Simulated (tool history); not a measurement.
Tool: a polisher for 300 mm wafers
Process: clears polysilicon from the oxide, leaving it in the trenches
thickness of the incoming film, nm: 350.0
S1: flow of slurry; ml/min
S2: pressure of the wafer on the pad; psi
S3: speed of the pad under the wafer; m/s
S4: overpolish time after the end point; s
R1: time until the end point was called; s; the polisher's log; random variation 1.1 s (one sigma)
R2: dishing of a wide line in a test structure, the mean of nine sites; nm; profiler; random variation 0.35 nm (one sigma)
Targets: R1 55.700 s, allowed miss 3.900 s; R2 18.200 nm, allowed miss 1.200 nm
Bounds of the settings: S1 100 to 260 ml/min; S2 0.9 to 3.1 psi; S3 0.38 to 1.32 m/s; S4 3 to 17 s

run	hour	S1	S2	S3	S4	R1	R2
1	0.0	165	2.0	0.84	9	42.954	35.726
2	8.2	165	2.0	1.00	9	35.436	39.665
3	14.8	190	1.9	0.86	7	44.393	31.557
4	16.2	215	1.9	0.78	6	46.116	27.464
5	20.4	215	1.9	0.92	6	40.949	29.664
6	20.9	230	1.9	0.80	5	45.851	24.866
7	23.7	230	1.9	0.80	5	45.315	25.283
8	32.1	230	1.4	0.76	3	65.027	13.277
9	34.0	230	1.5	0.76	3	60.701	13.419
10	41.8	230	1.6	0.74	3	56.564	13.967
11	45.8	235	1.6	0.74	3	55.007	14.034

Which of these 5 next moves meets every target?
A	49.8	230	1.7	0.70	3	?	?
B	49.8	260	1.7	0.70	4	?	?
C	49.8	220	1.2	0.96	3	?	?
D	49.8	230	1.8	0.72	3	?	?
E	49.8	260	1.6	0.68	6	?	?

move	R1	R2
A	56.083	14.051
B	55.353	17.913
C	59.349	13.401
D	51.771	15.012
E	60.194	22.755
A: as far off as the last run
B: meets every target
C: further off than the last run
D: nearer than the last run, and not there yet
E: takes the result that was furthest off past its target
Answer: B
